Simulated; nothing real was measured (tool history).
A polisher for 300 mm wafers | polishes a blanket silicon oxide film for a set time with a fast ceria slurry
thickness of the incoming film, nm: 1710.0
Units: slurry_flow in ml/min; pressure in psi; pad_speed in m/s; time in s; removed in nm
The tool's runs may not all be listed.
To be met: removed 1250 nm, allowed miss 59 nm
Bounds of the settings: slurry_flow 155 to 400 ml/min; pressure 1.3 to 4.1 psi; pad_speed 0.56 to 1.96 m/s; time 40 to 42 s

{"run": 1, "day": 0.0, "slurry_flow": 255, "pressure": 2.7, "pad_speed": 1.26, "time": 40, "removed": 889.64}
{"run": 2, "day": 0.096, "slurry_flow": 255, "pressure": 2.9, "pad_speed": 1.26, "time": 40, "removed": 955.15}
{"run": 3, "day": 0.275, "slurry_flow": 255, "pressure": 3.1, "pad_speed": 1.26, "time": 40, "removed": 1012.3}
{"run": 4, "day": 0.512, "slurry_flow": 255, "pressure": 3.1, "pad_speed": 1.26, "time": 40, "removed": 1015.5}
{"run": 5, "day": 0.558, "slurry_flow": 255, "pressure": 3.2, "pad_speed": 1.26, "time": 40, "removed": 1047.3}
{"run": 6, "day": 0.833, "slurry_flow": 255, "pressure": 3.3, "pad_speed": 1.26, "time": 40, "removed": 1081.1}
{"run": 7, "day": 1.038, "slurry_flow": 255, "pressure": 3.4, "pad_speed": 1.26, "time": 40, "removed": 1079.5}
{"run": 8, "day": 1.346, "slurry_flow": 255, "pressure": 3.5, "pad_speed": 1.26, "time": 40, "removed": 1139.7}
{"run": 9, "day": 1.596, "slurry_flow": 255, "pressure": 3.6, "pad_speed": 1.26, "time": 40, "removed": 1135.3}
{"run": 10, "day": 1.671, "slurry_flow": 255, "pressure": 3.7, "pad_speed": 1.26, "time": 40, "removed": 1186.7}

5 next moves are on the table. One of them brings every result within its allowed miss. Which?
{"run": "A", "day": 1.746, "slurry_flow": 240, "pressure": 3.6, "pad_speed": 1.24, "time": 40, "removed": "?"}
{"run": "B", "day": 1.746, "slurry_flow": 255, "pressure": 3.8, "pad_speed": 1.32, "time": 40, "removed": "?"}
{"run": "C", "day": 1.746, "slurry_flow": 270, "pressure": 3.7, "pad_speed": 1.18, "time": 40, "removed": "?"}
{"run": "D", "day": 1.746, "slurry_flow": 265, "pressure": 4, "pad_speed": 1.38, "time": 40, "removed": "?"}
{"run": "E", "day": 1.746, "slurry_flow": 155, "pressure": 4.1, "pad_speed": 1.14, "time": 40, "removed": "?"}

move=A removed=1138.7
move=B removed=1279.7
move=C removed=1127.7
move=D removed=1405.9
move=E removed=1099.9
A: further off than the last run
B: meets every target
C: further off than the last run
D: takes the result that was furthest off past its target
E: further off than the last run
Move B is the one to make.
